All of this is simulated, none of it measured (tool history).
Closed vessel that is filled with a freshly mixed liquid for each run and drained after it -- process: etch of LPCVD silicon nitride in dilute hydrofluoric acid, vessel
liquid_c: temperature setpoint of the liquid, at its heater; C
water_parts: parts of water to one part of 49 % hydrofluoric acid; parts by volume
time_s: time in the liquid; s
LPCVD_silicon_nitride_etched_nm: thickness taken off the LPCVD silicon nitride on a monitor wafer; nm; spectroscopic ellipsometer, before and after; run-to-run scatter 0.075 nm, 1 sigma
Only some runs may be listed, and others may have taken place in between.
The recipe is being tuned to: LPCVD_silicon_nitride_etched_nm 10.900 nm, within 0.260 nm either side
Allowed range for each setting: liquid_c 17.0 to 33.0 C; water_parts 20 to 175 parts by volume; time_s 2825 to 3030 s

run,hour,liquid_c,water_parts,time_s,LPCVD_silicon_nitride_etched_nm
1,0.0,25.0,95,2825,17.609
2,2.9,25.0,95,2825,17.600
3,8.1,23.0,95,2825,15.253
4,11.9,23.0,95,3030,16.268
5,17.5,22.0,95,3030,15.263
6,22.4,22.0,95,3030,15.555
7,27.0,21.0,95,3030,14.360
8,30.1,20.5,95,3030,13.990
# hour 36.2: thermometer replaced
9,36.2,20.0,95,3030,12.702
10,38.2,19.5,95,3030,12.115
11,46.2,19.0,95,3030,11.685

Which single option among these 4 for the next run brings every result within its allowed miss of target? Just one does.
A,54.2,19.5,100,3025,?
B,54.2,21.0,115,2985,?
C,54.2,22.0,105,2890,?
D,54.2,21.0,105,3030,?

move,LPCVD_silicon_nitride_etched_nm
A,11.611
B,11.065
C,12.523
D,12.277
A: closes in on the targets versus the last run, not all within tolerance yet
B: every result within its allowed miss
C: moves away from the targets compared with the last run
D: moves away from the targets compared with the last run
Answer: B
